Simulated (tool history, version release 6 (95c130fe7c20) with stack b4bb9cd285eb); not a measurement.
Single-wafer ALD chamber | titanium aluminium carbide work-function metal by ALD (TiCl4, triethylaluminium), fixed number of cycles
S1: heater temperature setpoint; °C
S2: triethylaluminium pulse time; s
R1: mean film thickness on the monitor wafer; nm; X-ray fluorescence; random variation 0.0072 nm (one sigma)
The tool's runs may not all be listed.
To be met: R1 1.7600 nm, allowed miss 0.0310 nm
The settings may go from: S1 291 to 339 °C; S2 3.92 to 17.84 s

run	hour	S1	S2	R1
1	0.0	315	10.88	1.9682
2	3.6	315	13.14	2.0066
3	8.1	326	13.14	2.0939
4	16.7	318	11.83	2.0006
5	20.8	312	10.88	1.9356
6	25.5	308	10.33	1.8881
7	29.4	305	10.01	1.8621
8	31.8	303	9.73	1.8267
9	33.9	302	9.59	1.8159
10	38.8	301	9.47	1.7960

4 next moves are on the table. One of them brings every result within its allowed miss. Which?
A	43.7	294	9.81	?
B	43.7	304	10.43	?
C	43.7	309	9.81	?
D	43.7	309	9.98	?

move	R1
A	1.7641
B	1.8689
C	1.8892
D	1.8960
A: meets every target
B: further off than the last run
C: further off than the last run
D: further off than the last run
The right move is A.

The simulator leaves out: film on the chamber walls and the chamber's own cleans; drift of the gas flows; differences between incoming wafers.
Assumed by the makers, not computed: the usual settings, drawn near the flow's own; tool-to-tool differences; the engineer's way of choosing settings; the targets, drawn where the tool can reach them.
